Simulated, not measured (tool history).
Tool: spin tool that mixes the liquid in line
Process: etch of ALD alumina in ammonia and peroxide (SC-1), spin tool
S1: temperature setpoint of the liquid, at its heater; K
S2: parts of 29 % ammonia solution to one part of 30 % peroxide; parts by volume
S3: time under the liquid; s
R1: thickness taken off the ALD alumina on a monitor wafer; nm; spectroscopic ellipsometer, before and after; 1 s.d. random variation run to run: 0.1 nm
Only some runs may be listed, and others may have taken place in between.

run 1 hour=0.0 | S1=321.15 S2=0.40 S3=305 | R1=12.059
run 2 hour=7.3 | S1=324.65 S2=0.40 S3=305 | R1=14.730
run 3 hour=9.9 | S1=324.65 S2=0.40 S3=305 | R1=14.832
run 4 hour=16.4 | S1=327.15 S2=0.40 S3=305 | R1=16.929
run 5 hour=17.0 | S1=327.15 S2=0.45 S3=305 | R1=17.054
run 6 hour=21.2 | S1=327.15 S2=0.45 S3=330 | R1=18.643
run 7 hour=30.0 | S1=327.15 S2=0.45 S3=330 | R1=18.516
run 8 hour=38.1 | S1=326.65 S2=0.45 S3=330 | R1=18.019
run 9 hour=45.2 | S1=326.15 S2=0.45 S3=330 | R1=17.534
run 10 hour=46.8 | S1=325.65 S2=0.45 S3=330 | R1=17.063

What will run 11 give?
run 11 hour=49.7 | S1=325.15 S2=0.45 S3=330 | R1=?

Logged for run 11: R1 16.538 nm.
